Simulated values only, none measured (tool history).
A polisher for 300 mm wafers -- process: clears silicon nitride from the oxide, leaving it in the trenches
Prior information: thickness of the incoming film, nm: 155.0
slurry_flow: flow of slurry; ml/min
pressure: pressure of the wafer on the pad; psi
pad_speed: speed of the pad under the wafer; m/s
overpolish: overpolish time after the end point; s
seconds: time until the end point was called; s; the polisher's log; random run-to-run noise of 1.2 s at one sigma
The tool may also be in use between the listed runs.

run    day  slurry_flow  pressure  pad_speed  overpolish  seconds
  1      0          295       3.2        1.2          19   109.62
  2  0.112          295       2.7        1.2          19   120.56
  3  0.171          295       2.7        1.2          21    125.3
  4  0.325          295       2.7       0.96          21   143.23
  5  0.512          295       3.3          1          21      118
  6  0.788          295       3.7       1.02          21   109.67
  7  1.067          295         4       1.04          21   101.17

For run 8, what comes out?
  8  1.333          295       4.2       1.06          21        ?

seconds: 96.151 s

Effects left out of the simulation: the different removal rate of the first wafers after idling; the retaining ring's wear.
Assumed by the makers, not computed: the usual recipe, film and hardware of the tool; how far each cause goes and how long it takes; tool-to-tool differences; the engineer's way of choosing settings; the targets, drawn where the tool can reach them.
